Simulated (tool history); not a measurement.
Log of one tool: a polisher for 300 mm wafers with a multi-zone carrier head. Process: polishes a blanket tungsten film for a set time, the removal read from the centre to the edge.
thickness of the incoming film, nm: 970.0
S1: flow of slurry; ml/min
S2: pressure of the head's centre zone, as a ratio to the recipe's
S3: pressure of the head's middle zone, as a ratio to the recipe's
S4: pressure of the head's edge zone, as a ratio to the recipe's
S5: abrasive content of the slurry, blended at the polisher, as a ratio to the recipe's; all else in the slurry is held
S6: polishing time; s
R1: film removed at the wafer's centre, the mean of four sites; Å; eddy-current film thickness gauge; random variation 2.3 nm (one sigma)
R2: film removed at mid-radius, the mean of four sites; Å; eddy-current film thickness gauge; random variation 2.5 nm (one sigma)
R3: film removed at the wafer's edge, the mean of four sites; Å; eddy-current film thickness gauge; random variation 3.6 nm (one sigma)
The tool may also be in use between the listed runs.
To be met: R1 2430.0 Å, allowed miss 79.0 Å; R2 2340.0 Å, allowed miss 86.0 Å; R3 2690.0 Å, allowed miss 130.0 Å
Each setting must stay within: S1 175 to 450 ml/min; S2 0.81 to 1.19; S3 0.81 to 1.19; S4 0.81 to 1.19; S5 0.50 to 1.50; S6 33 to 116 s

| run | day | S1 | S2 | S3 | S4 | S5 | S6 | R1 | R2 | R3 |
|---|---|---|---|---|---|---|---|---|---|---|
| 1 | 0.000 | 290 | 1.00 | 1.00 | 1.00 | 1.00 | 74 | 2645.4 | 2694.7 | 2913.0 |
| 2 | 0.179 | 265 | 1.00 | 1.00 | 1.00 | 1.00 | 74 | 2643.7 | 2698.3 | 2910.8 |
| 3 | 0.292 | 265 | 1.00 | 0.94 | 1.00 | 1.00 | 74 | 2710.7 | 2567.8 | 2908.2 |
| 4 | 0.550 | 265 | 0.99 | 0.93 | 0.99 | 0.95 | 74 | 2584.8 | 2500.3 | 2873.3 |
| 5 | 0.896 | 265 | 0.99 | 0.92 | 0.98 | 0.95 | 74 | 2626.0 | 2492.6 | 2819.1 |
| 6 | 1.029 | 265 | 0.99 | 0.97 | 0.98 | 0.95 | 74 | 2568.9 | 2591.3 | 2910.3 |
| 7 | 1.275 | 265 | 0.99 | 0.97 | 0.98 | 0.95 | 74 | 2593.5 | 2543.7 | 2801.6 |
| 8 | 1.608 | 260 | 0.98 | 0.96 | 0.98 | 0.95 | 74 | 2561.3 | 2562.5 | 2839.0 |
| 9 | 1.938 | 260 | 0.98 | 0.95 | 0.97 | 0.95 | 74 | 2569.7 | 2556.9 | 2799.5 |
| 10 | 2.242 | 260 | 0.98 | 0.94 | 0.97 | 0.95 | 74 | 2571.7 | 2529.8 | 2795.9 |
| 11 | 2.304 | 260 | 0.97 | 0.93 | 0.97 | 0.95 | 74 | 2550.8 | 2542.3 | 2768.5 |
| 12 | 2.512 | 260 | 0.97 | 0.93 | 0.97 | 0.95 | 74 | 2565.0 | 2517.9 | 2754.1 |
| 13 | 2.796 | 260 | 0.97 | 0.92 | 0.97 | 0.95 | 74 | 2528.3 | 2492.3 | 2816.1 |
| 14 | 2.900 | 260 | 0.97 | 0.91 | 0.96 | 0.95 | 74 | 2540.0 | 2450.5 | 2813.6 |
| 15 | 3.000 | 260 | 0.97 | 0.91 | 0.95 | 0.95 | 74 | 2534.3 | 2503.7 | 2809.8 |
| 16 | 3.108 | 245 | 0.96 | 0.85 | 0.92 | 0.85 | 73 | 2378.4 | 2179.5 | 2611.0 |
| 17 | 3.433 | 250 | 0.96 | 0.86 | 0.92 | 0.85 | 73 | 2358.7 | 2220.4 | 2646.0 |

Below are 4 possible settings for the next run. Only one of them brings all results inside the allowed miss of their targets. Which is it?
| A | 3.758 | 295 | 0.86 | 0.85 | 0.90 | 0.65 | 81 | ? | ? | ? |
| B | 3.758 | 220 | 0.97 | 0.91 | 0.96 | 0.50 | 87 | ? | ? | ? |
| C | 3.758 | 215 | 0.87 | 0.86 | 0.96 | 0.90 | 77 | ? | ? | ? |
| D | 3.758 | 235 | 0.96 | 0.81 | 0.95 | 1.10 | 69 | ? | ? | ? |

| move | R1 | R2 | R3 |
|---|---|---|---|
| A | 2220.7 | 2311.5 | 2685.4 |
| B | 2385.1 | 2328.8 | 2665.5 |
| C | 2240.3 | 2336.8 | 2800.5 |
| D | 2380.0 | 2140.9 | 2670.1 |
A: puts the biggest miss on target and leaves a different result outside tolerance
B: meets every target
C: puts the biggest miss on target and leaves a different result outside tolerance
D: misses by more than the last run did
Go with B: it meets all targets.

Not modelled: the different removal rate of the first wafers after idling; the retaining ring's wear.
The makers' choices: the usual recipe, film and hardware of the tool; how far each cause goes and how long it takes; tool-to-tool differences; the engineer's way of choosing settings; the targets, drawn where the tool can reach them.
